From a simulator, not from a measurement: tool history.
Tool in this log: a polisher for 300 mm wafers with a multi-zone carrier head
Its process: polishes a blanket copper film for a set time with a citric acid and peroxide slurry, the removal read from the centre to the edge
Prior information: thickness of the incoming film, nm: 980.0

| run | day | flow of slurry (ml/min) | pressure of the head's centre zone | pressure of the head's middle zone | pressure of the head's edge zone | abrasive content of the slurry | polishing time (s) | film removed at the wafer's centre (nm) | film removed at mid-radius (nm) | film removed at the wafer's edge (nm) |
|---|---|---|---|---|---|---|---|---|---|---|
| 1 | 0.000 | 140 | 1.00 | 1.00 | 1.00 | 1.00 | 45 | 55.918 | 56.253 | 57.698 |
| 2 | 0.092 | 140 | 1.00 | 1.00 | 1.00 | 1.00 | 36 | 45.958 | 44.782 | 45.801 |
| 3 | 0.233 | 145 | 0.98 | 1.00 | 1.03 | 1.05 | 36 | 44.848 | 47.142 | 46.713 |
| 4 | 0.579 | 145 | 1.06 | 1.00 | 1.03 | 1.05 | 36 | 47.607 | 46.823 | 48.098 |
| 5 | 0.625 | 145 | 1.06 | 0.99 | 1.06 | 1.05 | 36 | 48.270 | 45.113 | 47.962 |
| 6 | 0.821 | 145 | 1.06 | 0.99 | 1.06 | 0.85 | 36 | 46.788 | 44.661 | 45.347 |
| 7 | 1.175 | 145 | 1.04 | 0.99 | 1.08 | 0.95 | 36 | 46.663 | 45.660 | 48.105 |
| 8 | 1.258 | 150 | 1.03 | 1.00 | 1.10 | 0.95 | 36 | 47.813 | 47.154 | 47.042 |
| 9 | 1.608 | 145 | 1.01 | 1.00 | 1.10 | 1.05 | 36 | 46.422 | 47.131 | 47.882 |
| 10 | 1.775 | 145 | 1.00 | 0.99 | 1.11 | 1.15 | 36 | 46.610 | 47.447 | 49.608 |

Run 11 is up next; what results do you expect?
| 11 | 1.838 | 145 | 0.99 | 0.99 | 1.12 | 1.20 | 36 | ? | ? | ? |

Run 11 came out at film removed at the wafer's centre (nm) 47.408, film removed at mid-radius (nm) 46.732, film removed at the wafer's edge (nm) 48.499.
